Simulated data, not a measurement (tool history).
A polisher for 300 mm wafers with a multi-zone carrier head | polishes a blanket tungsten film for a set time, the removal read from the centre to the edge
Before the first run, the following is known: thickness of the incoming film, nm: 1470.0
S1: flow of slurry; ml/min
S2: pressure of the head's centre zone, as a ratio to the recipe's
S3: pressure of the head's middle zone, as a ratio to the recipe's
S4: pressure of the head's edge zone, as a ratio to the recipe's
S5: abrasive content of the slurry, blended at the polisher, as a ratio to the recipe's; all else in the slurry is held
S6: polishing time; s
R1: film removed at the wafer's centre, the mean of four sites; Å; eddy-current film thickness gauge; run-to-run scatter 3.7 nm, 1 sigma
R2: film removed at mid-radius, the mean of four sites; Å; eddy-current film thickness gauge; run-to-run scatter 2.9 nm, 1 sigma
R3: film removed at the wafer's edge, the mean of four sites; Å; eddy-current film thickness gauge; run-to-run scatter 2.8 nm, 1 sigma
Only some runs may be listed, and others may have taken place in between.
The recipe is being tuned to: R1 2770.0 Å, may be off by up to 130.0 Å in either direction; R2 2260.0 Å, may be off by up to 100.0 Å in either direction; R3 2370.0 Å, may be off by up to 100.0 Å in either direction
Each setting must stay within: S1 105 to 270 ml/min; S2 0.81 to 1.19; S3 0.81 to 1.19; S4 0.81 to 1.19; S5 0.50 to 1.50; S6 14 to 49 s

{"run": 1, "hour": 0.0, "S1": 175, "S2": 1.0, "S3": 1.0, "S4": 1.0, "S5": 1.0, "S6": 31, "R1": 1766.4, "R2": 1731.4, "R3": 1728.6}
{"run": 2, "hour": 3.0, "S1": 175, "S2": 1.0, "S3": 1.0, "S4": 1.0, "S5": 1.0, "S6": 39, "R1": 2224.5, "R2": 2176.0, "R3": 2098.1}
{"run": 3, "hour": 11.7, "S1": 175, "S2": 1.0, "S3": 1.0, "S4": 1.06, "S5": 1.0, "S6": 39, "R1": 2265.2, "R2": 2162.9, "R3": 2195.6}
{"run": 4, "hour": 20.0, "S1": 175, "S2": 1.0, "S3": 0.92, "S4": 1.06, "S5": 1.0, "S6": 39, "R1": 2258.0, "R2": 2058.1, "R3": 2216.3}
{"run": 5, "hour": 21.9, "S1": 175, "S2": 1.04, "S3": 0.92, "S4": 1.06, "S5": 1.0, "S6": 39, "R1": 2279.4, "R2": 2081.0, "R3": 2207.0}
{"run": 6, "hour": 30.8, "S1": 140, "S2": 1.04, "S3": 0.92, "S4": 1.06, "S5": 1.0, "S6": 39, "R1": 2270.5, "R2": 1910.4, "R3": 2133.2}
{"run": 7, "hour": 32.9, "S1": 145, "S2": 1.06, "S3": 0.92, "S4": 1.06, "S5": 1.05, "S6": 39, "R1": 2290.4, "R2": 1980.5, "R3": 2221.2}
{"run": 8, "hour": 39.5, "S1": 185, "S2": 1.16, "S3": 0.94, "S4": 0.96, "S5": 0.95, "S6": 42, "R1": 2811.3, "R2": 2230.5, "R3": 2279.5}

5 next moves are on the table. One of them brings every result within its allowed miss. Which?
{"run": "A", "hour": 46.1, "S1": 190, "S2": 1.03, "S3": 0.97, "S4": 1.04, "S5": 0.95, "S6": 42, "R1": "?", "R2": "?", "R3": "?"}
{"run": "B", "hour": 46.1, "S1": 215, "S2": 1.16, "S3": 0.91, "S4": 0.88, "S5": 0.95, "S6": 41, "R1": "?", "R2": "?", "R3": "?"}
{"run": "C", "hour": 46.1, "S1": 185, "S2": 1.14, "S3": 0.97, "S4": 0.94, "S5": 0.95, "S6": 41, "R1": "?", "R2": "?", "R3": "?"}
{"run": "D", "hour": 46.1, "S1": 150, "S2": 1.17, "S3": 0.97, "S4": 1.08, "S5": 0.95, "S6": 43, "R1": "?", "R2": "?", "R3": "?"}
{"run": "E", "hour": 46.1, "S1": 190, "S2": 1.13, "S3": 0.94, "S4": 0.92, "S5": 0.95, "S6": 41, "R1": "?", "R2": "?", "R3": "?"}

move=A R1=2500.3 R2=2260.0 R3=2323.0
move=B R1=2806.3 R2=2129.0 R3=2125.9
move=C R1=2690.7 R2=2195.9 R3=2153.4
move=D R1=2776.9 R2=2217.0 R3=2350.2
move=E R1=2679.0 R2=2148.1 R3=2139.5
A: the worst result of the last run now meets its target, but another is out of spec
B: the biggest miss grows against the last run
C: the biggest miss grows against the last run
D: all results land within tolerance of their targets
E: the biggest miss grows against the last run
The right move is D.
